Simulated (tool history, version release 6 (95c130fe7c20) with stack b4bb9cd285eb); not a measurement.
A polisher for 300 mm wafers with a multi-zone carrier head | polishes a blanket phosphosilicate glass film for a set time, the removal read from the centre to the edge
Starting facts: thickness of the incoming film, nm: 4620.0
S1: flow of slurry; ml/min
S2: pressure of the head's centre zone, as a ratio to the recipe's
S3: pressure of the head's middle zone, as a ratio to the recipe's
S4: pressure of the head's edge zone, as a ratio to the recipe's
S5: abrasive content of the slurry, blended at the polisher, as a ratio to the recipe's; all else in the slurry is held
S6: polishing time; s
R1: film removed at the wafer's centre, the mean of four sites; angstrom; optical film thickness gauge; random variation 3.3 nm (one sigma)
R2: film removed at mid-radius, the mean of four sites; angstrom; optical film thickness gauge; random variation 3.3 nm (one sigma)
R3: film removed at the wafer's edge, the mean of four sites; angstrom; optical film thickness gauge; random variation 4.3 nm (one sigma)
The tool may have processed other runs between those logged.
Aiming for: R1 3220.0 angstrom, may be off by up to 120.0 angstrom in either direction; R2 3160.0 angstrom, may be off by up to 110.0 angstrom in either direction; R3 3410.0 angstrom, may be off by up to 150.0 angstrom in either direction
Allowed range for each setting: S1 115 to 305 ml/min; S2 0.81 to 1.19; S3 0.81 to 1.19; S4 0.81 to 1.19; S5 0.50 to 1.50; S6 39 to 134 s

run	hour	S1	S2	S3	S4	S5	S6	R1	R2	R3
1	0.0	195	1.00	1.00	1.00	1.00	86	5364.6	5392.8	5391.6
2	2.3	195	1.03	1.00	1.00	1.00	86	5390.5	5367.9	5426.8
3	6.7	195	1.03	1.05	1.00	1.00	86	5447.0	5521.7	5310.4
4	11.4	190	1.02	1.03	1.00	0.95	83	5064.9	5135.2	5003.7
5	18.1	190	1.02	0.96	1.00	0.95	83	5074.1	4897.7	5063.1
# hour 24.1: edge zone pressure recalibrated
6	24.1	190	1.02	0.96	1.00	0.95	73	4447.3	4151.1	4361.2
7	30.9	185	1.00	0.95	0.99	0.90	73	4137.4	4030.0	4059.2
8	33.5	185	1.00	0.95	0.99	0.90	73	4190.3	4068.9	4096.6

Which single option among these 5 for the next run brings every result within its allowed miss of target? Just one does.
A	36.1	205	1.06	1.02	0.83	0.65	75	?	?	?
B	36.1	145	0.92	0.86	0.95	0.95	62	?	?	?
C	36.1	135	1.03	0.89	0.99	0.75	73	?	?	?
D	36.1	200	0.91	0.94	1.11	1.15	49	?	?	?
E	36.1	205	0.92	0.89	1.09	1.00	61	?	?	?

move	R1	R2	R3
A	3470.5	3394.0	2941.2
B	3163.0	3176.7	3381.5
C	3432.5	3158.2	3361.2
D	2957.9	3178.5	3364.8
E	3450.2	3522.5	3844.3
A: an improvement on the last run, though not all results are within tolerance
B: hits every target within its allowed miss
C: corrects the largest miss of the last run, while another result sits out of spec
D: corrects the largest miss of the last run, while another result sits out of spec
E: an improvement on the last run, though not all results are within tolerance
The move that meets every target is B.

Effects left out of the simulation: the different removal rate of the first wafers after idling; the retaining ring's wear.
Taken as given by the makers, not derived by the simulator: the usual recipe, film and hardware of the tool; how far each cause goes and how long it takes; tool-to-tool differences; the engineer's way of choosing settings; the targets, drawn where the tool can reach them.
